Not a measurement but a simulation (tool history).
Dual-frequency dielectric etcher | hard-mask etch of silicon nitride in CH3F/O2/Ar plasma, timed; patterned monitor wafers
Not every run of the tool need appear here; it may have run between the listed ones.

run,day,source power (W),bias power (W),etch time (s),mean etch depth across the wafer (angstrom)
1,0.000,520,65,303.0,2270.1
2,0.079,520,60,303.0,2215.4
3,0.271,450,60,303.0,2137.7
4,0.362,450,60,303.0,2143.3
5,0.646,540,60,303.0,2268.0
6,0.858,510,58,303.0,2221.1
7,1.146,480,57,303.0,2144.1

Expected results for the next run?
8,1.167,480,57,303.0,?

Run 8 measured mean etch depth across the wafer (angstrom) 2155.0.

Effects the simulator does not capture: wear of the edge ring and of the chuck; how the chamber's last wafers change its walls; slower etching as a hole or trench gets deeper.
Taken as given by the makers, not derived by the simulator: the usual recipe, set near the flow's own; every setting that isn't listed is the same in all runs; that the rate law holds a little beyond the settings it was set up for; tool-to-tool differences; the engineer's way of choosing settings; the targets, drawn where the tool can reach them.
